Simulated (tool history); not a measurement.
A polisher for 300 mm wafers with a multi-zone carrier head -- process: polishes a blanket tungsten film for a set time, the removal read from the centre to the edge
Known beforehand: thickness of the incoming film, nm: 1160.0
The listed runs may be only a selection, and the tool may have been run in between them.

run,hour,flow of slurry (ml/min),pressure of the head's centre zone,pressure of the head's middle zone,pressure of the head's edge zone,abrasive content of the slurry,polishing time (s),film removed at the wafer's centre (angstrom),film removed at mid-radius (angstrom),film removed at the wafer's edge (angstrom)
1,0.0,130,1.00,1.00,1.00,1.00,81,2138.6,2127.5,2213.8
2,1.2,120,0.96,0.99,0.98,0.95,81,1992.2,1986.0,2125.5
3,2.0,110,0.96,0.99,0.98,0.95,81,1935.7,2009.6,2118.2
4,6.9,105,0.93,0.99,0.96,0.90,81,1884.0,1919.4,2043.3
5,9.6,105,0.86,0.99,0.96,0.90,81,1712.0,1929.9,2042.7
6,16.6,100,0.85,0.99,0.95,0.90,81,1699.6,1951.5,2028.8
7,19.0,95,0.84,0.99,0.94,0.85,81,1619.6,1906.4,1960.5
8,25.4,95,0.84,0.99,0.94,0.85,81,1607.1,1956.8,1948.4
9,29.1,95,0.84,0.98,0.94,0.85,81,1604.2,1876.4,1960.3

What will run 10 give?
10,30.0,95,0.84,0.98,0.93,0.85,81,?,?,?

Logged for run 10: film removed at the wafer's centre (angstrom) 1617.2, film removed at mid-radius (angstrom) 1875.3, film removed at the wafer's edge (angstrom) 1984.6.
